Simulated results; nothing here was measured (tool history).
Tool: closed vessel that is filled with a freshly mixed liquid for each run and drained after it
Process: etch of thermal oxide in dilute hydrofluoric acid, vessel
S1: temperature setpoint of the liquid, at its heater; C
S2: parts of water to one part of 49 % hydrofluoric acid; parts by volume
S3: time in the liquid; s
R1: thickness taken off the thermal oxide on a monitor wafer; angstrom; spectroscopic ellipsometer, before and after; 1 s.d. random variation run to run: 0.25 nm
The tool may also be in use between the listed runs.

run 1 hour=0 | S1=24 S2=145 S3=780 | R1=255.94
run 2 hour=7.9 | S1=24 S2=170 S3=780 | R1=215.9
run 3 hour=11.6 | S1=26.5 S2=165 S3=780 | R1=244.09
run 4 hour=12.6 | S1=28 S2=165 S3=780 | R1=263.05
run 5 hour=17.9 | S1=28 S2=165 S3=780 | R1=258.8
run 6 hour=24.9 | S1=29 S2=165 S3=780 | R1=269.1

What does the tool deliver on the next run?
run 7 hour=28.8 | S1=30 S2=165 S3=780 | R1=?

Run 7 yielded R1 274.59 angstrom.

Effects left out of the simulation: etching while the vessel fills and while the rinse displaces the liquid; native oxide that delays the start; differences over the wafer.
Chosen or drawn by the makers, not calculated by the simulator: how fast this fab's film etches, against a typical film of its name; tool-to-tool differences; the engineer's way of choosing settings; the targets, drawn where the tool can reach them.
